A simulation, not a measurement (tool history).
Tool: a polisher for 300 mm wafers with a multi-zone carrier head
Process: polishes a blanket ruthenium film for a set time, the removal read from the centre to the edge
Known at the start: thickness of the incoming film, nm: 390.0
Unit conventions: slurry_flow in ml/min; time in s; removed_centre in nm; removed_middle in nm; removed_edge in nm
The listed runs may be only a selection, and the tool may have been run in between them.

run    day  slurry_flow  centre_zone  middle_zone  edge_zone  time  removed_centre  removed_middle  removed_edge
  1      0          300            1            1          1    78          64.208          75.487        74.539
  2   0.15          300         1.03         0.97       0.96    72          61.787          67.088        65.545
  3  0.367          300         1.09         0.97       0.96    72          65.251          66.225        65.187
  4  0.504          300         1.09         0.97       0.96    87          78.563          82.324        80.645
  5  0.692          295         1.07         0.93       0.93    80          71.131            71.9        73.224
  6  0.892          300         1.07         0.92       0.92    73          65.741          66.776        64.607
  7  1.158          290         1.07         0.89       0.92    69          62.029          60.017        62.236

Run 8 is up next; what results do you expect?
  8  1.262          290         1.06         0.88        0.9    66               ?               ?             ?

Run 8 measured removed_centre 57.465 nm, removed_middle 55.821 nm, removed_edge 58.695 nm.
